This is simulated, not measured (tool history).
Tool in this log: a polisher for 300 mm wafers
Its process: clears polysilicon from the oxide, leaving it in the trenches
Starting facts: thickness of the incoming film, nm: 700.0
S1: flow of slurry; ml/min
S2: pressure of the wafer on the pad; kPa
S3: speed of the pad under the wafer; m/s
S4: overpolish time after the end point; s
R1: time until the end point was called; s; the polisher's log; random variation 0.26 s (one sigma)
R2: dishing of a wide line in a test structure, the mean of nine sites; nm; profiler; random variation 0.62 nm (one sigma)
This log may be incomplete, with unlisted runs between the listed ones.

run	hour	S1	S2	S3	S4	R1	R2
1	0.0	240	17.9	1.16	11	42.019	38.497
2	8.0	215	17.9	1.16	11	42.221	38.840
3	11.0	250	20.0	1.16	8	37.631	37.508
4	13.6	275	20.0	1.16	8	38.169	37.948
5	22.4	270	22.1	1.16	6	33.810	37.924
6	24.0	270	18.6	1.16	6	39.410	35.813

The next listed run, before its measurement:
7	25.3	285	20.7	1.20	5	?	?

R1: 34.582 s
R2: 36.193 nm

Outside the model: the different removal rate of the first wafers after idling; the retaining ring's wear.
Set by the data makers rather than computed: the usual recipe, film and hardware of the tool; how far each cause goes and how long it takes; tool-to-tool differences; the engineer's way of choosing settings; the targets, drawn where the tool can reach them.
